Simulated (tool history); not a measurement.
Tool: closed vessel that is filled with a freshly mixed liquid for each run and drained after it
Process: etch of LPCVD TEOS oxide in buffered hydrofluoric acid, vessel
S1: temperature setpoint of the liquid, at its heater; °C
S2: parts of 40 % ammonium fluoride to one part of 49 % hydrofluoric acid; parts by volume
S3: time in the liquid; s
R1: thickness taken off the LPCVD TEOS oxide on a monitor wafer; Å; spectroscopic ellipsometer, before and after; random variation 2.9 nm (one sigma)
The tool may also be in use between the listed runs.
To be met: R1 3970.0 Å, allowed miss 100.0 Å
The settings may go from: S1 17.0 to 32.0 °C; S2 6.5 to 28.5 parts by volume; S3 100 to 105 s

run	hour	S1	S2	S3	R1
1	0.0	25.0	17.5	100	1805.2
2	6.0	25.0	17.5	105	1898.6
3	9.7	26.0	16.5	105	2131.6
4	11.9	27.0	15.5	105	2398.3
5	14.8	27.0	19.5	105	1916.5
6	19.7	27.5	18.5	105	2039.2
7	21.4	28.0	17.5	105	2218.8
# hour 27.4: thermometer replaced
8	27.4	28.5	16.5	105	2279.8
9	32.3	32.0	11.0	105	4071.0

5 next moves are on the table. One of them brings every result within its allowed miss. Which?
A	37.2	32.0	10.5	105	?
B	37.2	30.0	9.0	105	?
C	37.2	26.0	8.0	105	?
D	37.2	28.5	8.5	105	?
E	37.2	31.5	10.5	105	?

move	R1
A	4251.4
B	4291.0
C	3942.7
D	4218.7
E	4142.6
A: further off than the last run
B: further off than the last run
C: meets every target
D: further off than the last run
E: further off than the last run
Answer: C
